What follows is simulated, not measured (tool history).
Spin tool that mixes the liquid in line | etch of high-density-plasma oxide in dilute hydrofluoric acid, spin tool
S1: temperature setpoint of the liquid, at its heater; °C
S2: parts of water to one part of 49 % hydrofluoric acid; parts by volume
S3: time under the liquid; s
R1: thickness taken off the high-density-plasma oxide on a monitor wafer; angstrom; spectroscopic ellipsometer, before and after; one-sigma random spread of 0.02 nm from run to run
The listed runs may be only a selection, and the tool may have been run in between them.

run,hour,S1,S2,S3,R1
1,0.0,22.0,105,80,58.068
2,7.6,22.0,105,80,57.682
3,10.2,19.0,105,80,51.262
4,19.1,17.0,105,80,48.072
5,25.1,17.0,105,80,47.375
6,33.8,19.5,105,80,52.962
7,35.6,19.0,110,80,48.976
8,39.9,19.0,115,80,45.802

Run 9 is up next; what results do you expect?
9,47.8,19.0,115,80,?

R1: 46.964 angstrom

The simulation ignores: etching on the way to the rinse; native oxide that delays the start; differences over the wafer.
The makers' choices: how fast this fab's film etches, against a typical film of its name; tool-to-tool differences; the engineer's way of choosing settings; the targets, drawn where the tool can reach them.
